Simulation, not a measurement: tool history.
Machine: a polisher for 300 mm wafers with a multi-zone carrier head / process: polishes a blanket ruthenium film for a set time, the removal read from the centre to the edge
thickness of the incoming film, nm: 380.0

run	hour	flow of slurry (ml/min)	pressure of the head's centre zone	pressure of the head's middle zone	pressure of the head's edge zone	polishing time (s)	film removed at the wafer's centre (nm)	film removed at mid-radius (nm)	film removed at the wafer's edge (nm)
1	0	180	1	1	1	68	52.972	53.997	53.089
2	5	170	0.97	0.97	0.97	65	50.039	49.959	49.034
3	13.3	155	0.97	0.97	0.97	65	47.992	49.871	48.382
4	15.7	145	0.94	0.94	0.97	64	45.849	45.841	47.163
5	23.8	140	0.91	0.94	0.95	63	41.919	45.06	46.487
6	27.6	140	0.91	0.94	0.95	79	53.613	55.528	57.489
7	33.4	125	0.89	0.89	0.85	60	38.394	39.9	41.356

What will run 8 give?
8	40.3	130	0.89	0.9	0.86	60	?	?	?

film removed at the wafer's centre (nm): 39.407
film removed at mid-radius (nm): 41.145
film removed at the wafer's edge (nm): 41.988
